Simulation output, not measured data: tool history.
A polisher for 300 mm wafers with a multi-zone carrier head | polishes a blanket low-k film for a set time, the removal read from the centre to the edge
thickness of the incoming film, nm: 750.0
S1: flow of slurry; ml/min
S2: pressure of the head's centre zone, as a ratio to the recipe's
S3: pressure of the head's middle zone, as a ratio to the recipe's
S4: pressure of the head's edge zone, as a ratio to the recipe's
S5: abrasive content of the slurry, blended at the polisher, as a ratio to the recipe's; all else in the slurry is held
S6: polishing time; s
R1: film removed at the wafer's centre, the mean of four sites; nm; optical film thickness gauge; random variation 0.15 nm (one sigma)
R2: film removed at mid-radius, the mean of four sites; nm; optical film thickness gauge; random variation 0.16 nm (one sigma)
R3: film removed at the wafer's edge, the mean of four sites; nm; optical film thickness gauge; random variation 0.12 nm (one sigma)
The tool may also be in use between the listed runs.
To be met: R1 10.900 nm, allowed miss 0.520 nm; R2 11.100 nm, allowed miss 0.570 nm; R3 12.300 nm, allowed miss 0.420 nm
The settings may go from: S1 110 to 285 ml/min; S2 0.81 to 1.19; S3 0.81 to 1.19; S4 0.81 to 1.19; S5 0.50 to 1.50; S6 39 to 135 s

run,hour,S1,S2,S3,S4,S5,S6,R1,R2,R3
1,0.0,180,1.00,1.00,1.00,1.00,87,17.119,17.631,17.356
2,7.8,180,0.93,1.00,1.00,1.00,87,15.995,17.522,17.487
3,12.2,180,0.93,1.00,1.04,1.00,87,16.102,17.349,17.481
4,17.6,220,0.93,1.00,1.04,1.00,87,16.522,17.865,17.915
5,20.6,220,0.93,1.00,1.04,0.90,87,15.683,16.716,17.025
6,27.3,215,0.92,0.98,1.03,0.75,84,12.958,13.446,14.198
7,29.1,205,0.90,0.95,0.99,0.75,84,12.476,13.471,13.685
8,33.9,195,0.89,0.91,1.00,0.75,84,12.080,12.814,13.717
9,41.2,190,0.89,0.88,0.98,0.70,84,11.229,11.523,12.914
10,44.9,190,0.89,0.87,0.96,0.70,84,11.280,11.546,12.814
11,52.1,170,0.89,0.85,0.93,0.65,84,10.502,10.177,11.662
12,55.3,180,0.89,0.86,0.94,0.65,84,10.459,10.437,11.680
13,61.3,190,0.89,0.86,0.95,0.65,84,10.798,10.569,11.793

5 next moves are on the table. One of them brings every result within its allowed miss. Which?
A,67.3,155,0.88,0.81,1.04,0.65,88,?,?,?
B,67.3,170,0.89,0.89,0.98,0.60,95,?,?,?
C,67.3,210,0.87,0.95,0.88,0.65,83,?,?,?
D,67.3,200,0.92,0.86,0.97,0.60,88,?,?,?
E,67.3,210,0.95,0.88,0.83,0.60,89,?,?,?

move,R1,R2,R3
A,10.420,10.375,12.733
B,10.672,11.320,12.424
C,10.271,11.722,11.479
D,10.515,10.454,11.673
E,11.071,10.850,11.045
A: takes the result that was furthest off past its target
B: meets every target
C: further off than the last run
D: further off than the last run
E: further off than the last run
Answer: B
